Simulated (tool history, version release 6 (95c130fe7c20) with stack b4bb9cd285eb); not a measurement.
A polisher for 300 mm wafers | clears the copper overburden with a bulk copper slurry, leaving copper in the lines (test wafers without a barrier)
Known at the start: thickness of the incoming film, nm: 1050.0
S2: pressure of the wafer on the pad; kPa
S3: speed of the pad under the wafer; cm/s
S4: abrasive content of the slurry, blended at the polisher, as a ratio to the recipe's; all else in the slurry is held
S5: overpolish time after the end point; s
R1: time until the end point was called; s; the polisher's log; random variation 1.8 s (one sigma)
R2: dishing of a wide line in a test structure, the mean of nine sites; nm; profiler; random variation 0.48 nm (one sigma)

run 1 hour=0.0 | flow_of_slurry_(ml/min)=120 S2=17.2 S3=104 S4=1.00 S5=26 | R1=139.57 R2=51.553
run 2 hour=0.9 | flow_of_slurry_(ml/min)=120 S2=20.7 S3=104 S4=1.00 S5=26 | R1=116.05 R2=54.241
run 3 hour=5.5 | flow_of_slurry_(ml/min)=135 S2=20.7 S3=104 S4=1.00 S5=26 | R1=112.41 R2=55.549
run 4 hour=9.6 | flow_of_slurry_(ml/min)=110 S2=20.7 S3=104 S4=1.00 S5=26 | R1=122.26 R2=53.462
run 5 hour=16.2 | flow_of_slurry_(ml/min)=100 S2=17.2 S3=116 S4=1.00 S5=21 | R1=134.54 R2=50.187
run 6 hour=20.6 | flow_of_slurry_(ml/min)=100 S2=20.0 S3=116 S4=1.00 S5=21 | R1=115.62 R2=52.231
run 7 hour=26.5 | flow_of_slurry_(ml/min)=90 S2=17.9 S3=116 S4=1.15 S5=17 | R1=128.27 R2=46.345

Run 8 comes next. What will it give?
run 8 hour=28.9 | flow_of_slurry_(ml/min)=85 S2=16.5 S3=114 S4=1.25 S5=14 | R1=? R2=?

R1: 143.53 s
R2: 41.952 nm

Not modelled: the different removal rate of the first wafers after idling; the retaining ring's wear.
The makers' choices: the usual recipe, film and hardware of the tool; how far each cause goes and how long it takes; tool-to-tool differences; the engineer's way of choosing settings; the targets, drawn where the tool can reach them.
